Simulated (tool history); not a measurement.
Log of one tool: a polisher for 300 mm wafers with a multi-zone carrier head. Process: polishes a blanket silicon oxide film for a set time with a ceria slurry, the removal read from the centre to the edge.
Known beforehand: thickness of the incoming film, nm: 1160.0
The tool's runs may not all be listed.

| run | day | flow of slurry (ml/min) | pressure of the head's centre zone | pressure of the head's middle zone | pressure of the head's edge zone | polishing time (s) | film removed at the wafer's centre (nm) | film removed at mid-radius (nm) | film removed at the wafer's edge (nm) |
|---|---|---|---|---|---|---|---|---|---|
| 1 | 0.000 | 255 | 1.00 | 1.00 | 1.00 | 73 | 485.02 | 469.06 | 479.73 |
| 2 | 0.104 | 255 | 1.00 | 0.98 | 0.98 | 71 | 476.72 | 455.99 | 475.75 |
| 3 | 0.129 | 255 | 1.00 | 1.04 | 0.98 | 71 | 460.35 | 465.41 | 461.56 |
| 4 | 0.496 | 250 | 1.01 | 1.03 | 0.98 | 68 | 452.81 | 452.12 | 447.87 |
| 5 | 0.608 | 225 | 1.01 | 1.03 | 0.98 | 68 | 447.37 | 447.25 | 445.59 |
| 6 | 0.750 | 265 | 1.01 | 1.03 | 0.98 | 68 | 454.89 | 455.22 | 448.93 |

Expected results for the next run?
| 7 | 0.962 | 260 | 1.02 | 1.01 | 0.97 | 65 | ? | ? | ? |

{"run 7": {"film removed at the wafer's centre (nm)": 438.59, "film removed at mid-radius (nm)": 428.34, "film removed at the wafer's edge (nm)": 427.08}}
